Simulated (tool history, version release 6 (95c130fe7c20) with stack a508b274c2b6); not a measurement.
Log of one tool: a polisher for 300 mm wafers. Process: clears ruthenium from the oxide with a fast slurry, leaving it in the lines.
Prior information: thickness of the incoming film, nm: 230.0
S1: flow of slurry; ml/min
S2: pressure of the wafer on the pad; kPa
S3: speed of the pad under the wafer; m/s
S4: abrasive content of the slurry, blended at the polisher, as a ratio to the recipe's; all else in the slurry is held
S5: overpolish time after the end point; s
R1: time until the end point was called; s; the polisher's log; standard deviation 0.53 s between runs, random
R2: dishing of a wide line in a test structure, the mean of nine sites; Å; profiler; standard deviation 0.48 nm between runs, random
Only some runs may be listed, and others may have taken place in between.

run  hour   S1    S2    S3  S4  S5      R1      R2
  1     0  275  15.2  0.82   1  22  94.717  423.38
  2   1.5  275  15.2  1.02   1  22  79.784  497.12
  3   9.9  280  15.9  1.02   1  20  76.112  474.92
  4  13.2  280  19.3  1.02   1  20  65.119  544.22
  5  19.5  280  17.9  1.02   1  20  68.795  518.66
  6  22.5  280  15.9  1.02   1  20  75.368  471.93

Expected results for the next run?
  7  24.7  285  16.5  1.02   1  19   ?   ?

Logged for run 7: R1 72.658 s, R2 463.78 Å.
